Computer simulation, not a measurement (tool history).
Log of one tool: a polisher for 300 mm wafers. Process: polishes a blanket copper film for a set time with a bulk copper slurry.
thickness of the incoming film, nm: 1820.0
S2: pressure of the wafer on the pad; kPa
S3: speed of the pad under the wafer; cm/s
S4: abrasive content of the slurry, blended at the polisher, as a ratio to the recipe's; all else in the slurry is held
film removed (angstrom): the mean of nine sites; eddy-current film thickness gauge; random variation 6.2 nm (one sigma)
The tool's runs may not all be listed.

run 1 hour=0 | flow_of_slurry_(ml/min)=215 S2=22.1 S3=128 S4=1 polishing_time_(s)=37 | film_removed_(angstrom)=5157.3
run 2 hour=8 | flow_of_slurry_(ml/min)=215 S2=22.1 S3=118 S4=1 polishing_time_(s)=37 | film_removed_(angstrom)=4773.3
run 3 hour=15.6 | flow_of_slurry_(ml/min)=245 S2=22.1 S3=118 S4=1 polishing_time_(s)=37 | film_removed_(angstrom)=4839
run 4 hour=17.9 | flow_of_slurry_(ml/min)=245 S2=23.4 S3=118 S4=1 polishing_time_(s)=37 | film_removed_(angstrom)=5158.2
run 5 hour=19.5 | flow_of_slurry_(ml/min)=245 S2=24.1 S3=118 S4=1 polishing_time_(s)=37 | film_removed_(angstrom)=5368
run 6 hour=23.7 | flow_of_slurry_(ml/min)=225 S2=24.1 S3=118 S4=1 polishing_time_(s)=37 | film_removed_(angstrom)=5291.9

The next listed run, before its measurement:
run 7 hour=25.2 | flow_of_slurry_(ml/min)=225 S2=24.8 S3=118 S4=1 polishing_time_(s)=37 | film_removed_(angstrom)=?

Run 7 gave film removed (angstrom) 5363.4.
